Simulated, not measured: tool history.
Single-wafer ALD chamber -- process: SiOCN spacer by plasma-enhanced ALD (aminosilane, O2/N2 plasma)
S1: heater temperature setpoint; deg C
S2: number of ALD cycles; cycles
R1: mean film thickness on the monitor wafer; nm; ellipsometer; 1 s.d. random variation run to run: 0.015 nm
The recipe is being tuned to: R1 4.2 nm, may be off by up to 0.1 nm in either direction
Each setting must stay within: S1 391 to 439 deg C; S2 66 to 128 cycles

{"run": 1, "hour": 0.0, "S1": 415, "S2": 97, "R1": 5.6163}
{"run": 2, "hour": 1.6, "S1": 415, "S2": 108, "R1": 6.2549}
{"run": 3, "hour": 6.3, "S1": 417, "S2": 101, "R1": 5.8236}
{"run": 4, "hour": 8.3, "S1": 417, "S2": 114, "R1": 6.5358}
{"run": 5, "hour": 9.5, "S1": 420, "S2": 106, "R1": 6.0206}
{"run": 6, "hour": 15.8, "S1": 425, "S2": 106, "R1": 5.9793}
{"run": 7, "hour": 19.2, "S1": 430, "S2": 90, "R1": 5.0032}
{"run": 8, "hour": 22.3, "S1": 431, "S2": 87, "R1": 4.8162}
{"run": 9, "hour": 23.6, "S1": 432, "S2": 85, "R1": 4.6901}
{"run": 10, "hour": 26.6, "S1": 433, "S2": 83, "R1": 4.5555}
{"run": 11, "hour": 32.3, "S1": 433, "S2": 82, "R1": 4.5344}
{"run": 12, "hour": 37.9, "S1": 433, "S2": 81, "R1": 4.4549}
{"run": 13, "hour": 40.1, "S1": 433, "S2": 81, "R1": 4.4602}

Which of these 5 next moves meets every target?
{"run": "A", "hour": 42.3, "S1": 433, "S2": 92, "R1": "?"}
{"run": "B", "hour": 42.3, "S1": 426, "S2": 74, "R1": "?"}
{"run": "C", "hour": 42.3, "S1": 434, "S2": 90, "R1": "?"}
{"run": "D", "hour": 42.3, "S1": 424, "S2": 85, "R1": "?"}
{"run": "E", "hour": 42.3, "S1": 427, "S2": 86, "R1": "?"}

move=A R1=5.0583
move=B R1=4.1523
move=C R1=4.9338
move=D R1=4.7971
move=E R1=4.8118
A: the biggest miss grows against the last run
B: each result inside its tolerance
C: the biggest miss grows against the last run
D: the biggest miss grows against the last run
E: the biggest miss grows against the last run
B is the move that brings every result within its allowed miss.

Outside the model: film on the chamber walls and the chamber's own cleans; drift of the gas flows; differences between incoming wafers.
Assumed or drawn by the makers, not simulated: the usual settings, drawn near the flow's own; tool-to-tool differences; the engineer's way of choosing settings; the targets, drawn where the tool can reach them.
